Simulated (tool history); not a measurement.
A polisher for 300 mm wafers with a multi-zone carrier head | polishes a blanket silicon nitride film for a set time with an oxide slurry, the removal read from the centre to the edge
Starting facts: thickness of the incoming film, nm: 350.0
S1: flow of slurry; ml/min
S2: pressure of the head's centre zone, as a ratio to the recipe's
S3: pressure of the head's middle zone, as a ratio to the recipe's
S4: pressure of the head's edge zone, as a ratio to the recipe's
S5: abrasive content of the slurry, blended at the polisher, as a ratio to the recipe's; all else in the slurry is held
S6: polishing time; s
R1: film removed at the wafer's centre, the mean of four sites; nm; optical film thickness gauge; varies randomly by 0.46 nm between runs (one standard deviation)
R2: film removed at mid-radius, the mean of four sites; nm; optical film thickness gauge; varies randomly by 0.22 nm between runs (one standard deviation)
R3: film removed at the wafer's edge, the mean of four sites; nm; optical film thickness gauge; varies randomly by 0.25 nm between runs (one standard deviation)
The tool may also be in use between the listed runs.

Run 1, hour 0.0: S1 290 ml/min, S2 1.00, S3 1.00, S4 1.00, S5 1.00, S6 30 s. Result: R1 28.274 nm, R2 29.061 nm, R3 29.539 nm.
Run 2, hour 8.7: S1 290 ml/min, S2 1.00, S3 0.93, S4 1.00, S5 1.00, S6 30 s. Result: R1 28.803 nm, R2 27.723 nm, R3 29.541 nm.
Run 3, hour 12.3: S1 315 ml/min, S2 1.00, S3 0.93, S4 1.00, S5 1.00, S6 30 s. Result: R1 28.490 nm, R2 28.017 nm, R3 29.466 nm.
Run 4, hour 18.2: S1 315 ml/min, S2 1.01, S3 0.95, S4 1.03, S5 1.00, S6 30 s. Result: R1 29.484 nm, R2 28.167 nm, R3 29.851 nm.
Run 5, hour 23.8: S1 315 ml/min, S2 1.01, S3 0.95, S4 1.03, S5 0.80, S6 30 s. Result: R1 24.720 nm, R2 23.205 nm, R3 24.996 nm.
Run 6, hour 32.5: S1 250 ml/min, S2 1.01, S3 0.95, S4 1.03, S5 0.80, S6 30 s. Result: R1 24.620 nm, R2 23.025 nm, R3 24.212 nm.
Run 7, hour 37.7: S1 285 ml/min, S2 1.02, S3 0.97, S4 1.05, S5 0.85, S6 30 s. Result: R1 25.441 nm, R2 24.977 nm, R3 26.291 nm.
Run 8, hour 45.7: S1 285 ml/min, S2 1.02, S3 0.97, S4 1.05, S5 0.85, S6 30 s. Result: R1 25.736 nm, R2 24.903 nm, R3 26.628 nm.
Run 9, hour 50.3: S1 320 ml/min, S2 1.06, S3 1.05, S4 1.15, S5 1.10, S6 30 s. Result: R1 32.399 nm, R2 32.283 nm, R3 33.475 nm.

Predict the results of run 10:
Run 10, hour 55.5: S1 310 ml/min, S2 1.06, S3 1.04, S4 1.15, S5 1.10, S6 30 s. Result: R1 ?, R2 ?, R3 ?.

{"run 10": {"R1": 32.565, "R2": 32.432, "R3": 33.435}}
